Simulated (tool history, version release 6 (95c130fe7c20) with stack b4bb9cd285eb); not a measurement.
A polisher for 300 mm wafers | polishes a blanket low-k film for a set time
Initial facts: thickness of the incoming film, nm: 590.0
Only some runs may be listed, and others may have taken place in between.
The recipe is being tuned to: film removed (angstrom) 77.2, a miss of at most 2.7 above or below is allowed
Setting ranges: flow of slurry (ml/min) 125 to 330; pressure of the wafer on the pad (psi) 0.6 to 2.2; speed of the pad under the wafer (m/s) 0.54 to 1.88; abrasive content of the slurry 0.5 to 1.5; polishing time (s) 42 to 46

run,day,flow of slurry (ml/min),pressure of the wafer on the pad (psi),speed of the pad under the wafer (m/s),abrasive content of the slurry,polishing time (s),film removed (angstrom)
1,0,210,1.4,1.2,1,46,154.01
2,0.15,190,1.4,1.2,1,46,150.36
3,0.179,185,1.2,1.18,1,46,126.64
4,0.233,180,1.1,1.18,1,46,115.22
5,0.504,180,1.1,1.48,1,46,140.14
6,0.7,175,1,1.42,1,46,123.22
7,1.004,170,0.9,1.38,1,46,108.81
8,1.238,165,0.8,1.36,1,46,95.093
9,1.525,160,0.8,1.36,1,46,95.369
10,1.746,155,0.8,1.36,1,46,95.042
11,2.075,150,0.8,1.36,1,46,94.784
12,2.429,145,0.7,1.36,1,46,84.507
13,2.654,140,0.7,1.36,1,46,84.387
14,2.817,135,0.7,1.36,1,46,83.26
15,2.867,135,0.6,1.36,1,46,71.222
16,3.117,140,0.6,1.36,1,46,72.993
17,3.375,145,0.6,1.36,1,46,72.61
18,3.675,145,0.6,1.36,1.05,46,74.208

Pick the move, out of 5, that brings all results within their allowed miss; only one does.
A,3.975,245,0.8,1.18,1.05,44,?
B,3.975,160,0.6,1.26,1.15,44,?
C,3.975,165,0.6,1.32,1.15,42,?
D,3.975,125,0.7,1.12,1.15,46,?
E,3.975,155,0.6,1.48,1,42,?

move,film removed (angstrom)
A,87.184
B,71.17
C,70.691
D,76.648
E,71.297
A: the result that was furthest off in the last run now lies on the other side of its target
B: the biggest miss grows against the last run
C: the biggest miss grows against the last run
D: in spec on every target
E: the biggest miss grows against the last run
D meets every target.

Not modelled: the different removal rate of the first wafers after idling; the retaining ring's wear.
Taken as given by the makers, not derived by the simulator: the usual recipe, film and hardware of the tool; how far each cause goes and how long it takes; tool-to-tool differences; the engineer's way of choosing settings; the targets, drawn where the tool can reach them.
